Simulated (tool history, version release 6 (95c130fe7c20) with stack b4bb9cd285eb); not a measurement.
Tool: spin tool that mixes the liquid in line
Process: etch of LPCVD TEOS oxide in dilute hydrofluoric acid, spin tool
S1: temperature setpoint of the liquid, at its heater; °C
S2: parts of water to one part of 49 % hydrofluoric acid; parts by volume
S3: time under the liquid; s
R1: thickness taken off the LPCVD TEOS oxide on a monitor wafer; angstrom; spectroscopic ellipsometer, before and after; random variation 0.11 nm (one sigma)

run,hour,S1,S2,S3,R1
1,0.0,25.0,130,65,128.470
2,2.7,25.0,130,50,99.195
3,5.4,26.0,130,50,104.570
4,6.8,26.0,130,65,135.950
5,8.2,25.5,130,65,134.370
6,13.0,24.5,130,65,129.030
7,17.6,24.5,135,65,122.440

What will run 8 give?
8,20.2,24.0,135,65,?

R1: 119.760 angstrom

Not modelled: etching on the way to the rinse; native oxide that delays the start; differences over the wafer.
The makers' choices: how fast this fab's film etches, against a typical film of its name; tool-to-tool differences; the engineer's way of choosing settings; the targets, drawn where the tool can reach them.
